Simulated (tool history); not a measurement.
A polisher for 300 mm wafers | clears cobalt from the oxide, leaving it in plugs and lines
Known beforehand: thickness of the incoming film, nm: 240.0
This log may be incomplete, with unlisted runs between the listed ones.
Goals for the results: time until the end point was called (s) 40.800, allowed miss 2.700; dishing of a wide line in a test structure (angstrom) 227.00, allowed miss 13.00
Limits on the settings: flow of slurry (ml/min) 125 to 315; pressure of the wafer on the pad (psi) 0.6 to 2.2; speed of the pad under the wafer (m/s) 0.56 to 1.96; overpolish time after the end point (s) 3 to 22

run	hour	flow of slurry (ml/min)	pressure of the wafer on the pad (psi)	speed of the pad under the wafer (m/s)	overpolish time after the end point (s)	time until the end point was called (s)	dishing of a wide line in a test structure (angstrom)
1	0.0	205	1.4	1.26	11	60.831	213.32
2	6.9	205	1.4	1.10	11	70.402	208.63
3	9.3	205	1.5	1.12	11	66.679	214.28
4	12.3	205	1.6	1.14	11	60.013	215.20
5	18.2	205	1.6	0.96	11	72.529	213.54
6	19.1	185	1.6	0.96	11	74.952	201.23
7	23.6	190	1.7	0.98	11	67.035	212.66
8	24.7	195	1.8	1.00	11	61.895	216.62
9	26.0	200	1.8	1.02	11	61.677	223.36
10	30.1	200	1.8	1.02	11	60.678	222.98
11	39.0	205	1.8	1.04	11	60.445	214.53
12	40.8	205	1.8	1.06	11	58.962	225.51
13	46.0	205	1.8	1.08	11	56.828	227.49
14	46.5	205	2.2	1.16	7	44.975	209.15

4 next moves are on the table. One of them brings every result within its allowed miss. Which?
A	47.0	195	2.1	1.10	7	?	?
B	47.0	245	2.2	1.22	8	?	?
C	47.0	195	2.0	1.10	8	?	?
D	47.0	230	2.2	1.10	12	?	?

move	time until the end point was called (s)	dishing of a wide line in a test structure (angstrom)
A	47.667	199.11
B	40.003	224.93
C	50.000	206.92
D	44.549	244.31
A: the biggest miss grows against the last run
B: in spec on every target
C: the biggest miss grows against the last run
D: an improvement on the last run, though not all results are within tolerance
B is the move that brings every result within its allowed miss.
